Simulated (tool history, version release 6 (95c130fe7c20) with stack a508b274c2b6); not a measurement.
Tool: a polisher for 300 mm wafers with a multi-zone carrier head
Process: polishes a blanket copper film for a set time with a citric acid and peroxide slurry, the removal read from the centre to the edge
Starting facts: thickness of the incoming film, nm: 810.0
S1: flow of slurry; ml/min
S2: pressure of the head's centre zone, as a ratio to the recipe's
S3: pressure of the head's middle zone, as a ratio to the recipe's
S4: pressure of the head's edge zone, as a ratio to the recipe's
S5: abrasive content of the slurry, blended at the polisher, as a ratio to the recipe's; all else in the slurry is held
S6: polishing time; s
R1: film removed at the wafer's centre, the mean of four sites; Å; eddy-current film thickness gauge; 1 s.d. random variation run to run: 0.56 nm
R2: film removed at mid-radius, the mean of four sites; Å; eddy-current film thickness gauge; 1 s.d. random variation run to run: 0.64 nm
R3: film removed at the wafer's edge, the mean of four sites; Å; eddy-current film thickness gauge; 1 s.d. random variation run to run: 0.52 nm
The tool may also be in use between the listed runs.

run  hour   S1    S2    S3    S4    S5  S6      R1      R2      R3
  1   0.0  285  1.00  1.00  1.00  1.00  55  919.34  874.71  905.31
  2   6.5  280  0.97  1.01  0.99  0.90  52  822.91  839.66  831.67
  3  10.7  280  0.97  1.01  0.99  1.00  52  866.69  842.47  850.30
  4  15.4  280  0.97  1.01  0.99  0.85  52  804.70  795.95  823.63
  5  16.0  275  0.94  1.02  0.98  0.80  50  755.14  767.96  787.93
  6  23.1  275  0.94  1.02  1.01  0.80  50  752.23  765.91  775.54
  7  26.8  270  0.92  1.03  0.99  0.75  48  691.70  739.48  744.65
  8  27.4  270  0.91  1.04  0.99  0.70  46  656.11  709.58  691.59
  9  36.3  260  0.89  1.04  1.00  0.65  45  618.76  678.35  677.48
 10  42.7  230  0.81  1.06  0.92  0.50  38  444.88  527.05  517.76
 11  44.0  230  0.81  1.06  0.92  0.50  38  442.92  536.26  506.47

Run 12 comes next. What will it give?
 12  49.2  245  0.81  1.06  0.94  0.50  38   ?   ?   ?

Run 12 gave R1 440.97 Å, R2 530.05 Å, R3 517.28 Å.
